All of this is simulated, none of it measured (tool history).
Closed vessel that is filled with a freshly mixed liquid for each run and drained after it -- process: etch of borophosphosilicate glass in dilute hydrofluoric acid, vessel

| run | hour | temperature setpoint of the liquid (°C) | parts of water to one part of 49 % hydrofluoric acid (parts by volume) | time in the liquid (s) | thickness taken off the borophosphosilicate glass on a monitor wafer (Å) |
|---|---|---|---|---|---|
| 1 | 0.0 | 26.0 | 180 | 105 | 168.60 |
| 2 | 6.4 | 26.0 | 180 | 110 | 177.65 |
| 3 | 10.4 | 28.0 | 150 | 110 | 236.54 |
| 4 | 13.1 | 28.0 | 150 | 105 | 228.41 |
|  | 19.8 | thermometer replaced |
| 5 | 19.8 | 28.0 | 195 | 105 | 180.76 |
| 6 | 25.5 | 28.0 | 160 | 105 | 228.71 |
| 7 | 32.4 | 29.5 | 150 | 105 | 261.45 |
| 8 | 37.9 | 33.5 | 80 | 105 | 624.25 |

Forecast run 9:
| 9 | 42.3 | 32.5 | 80 | 105 | ? |

thickness taken off the borophosphosilicate glass on a monitor wafer (Å): 605.05
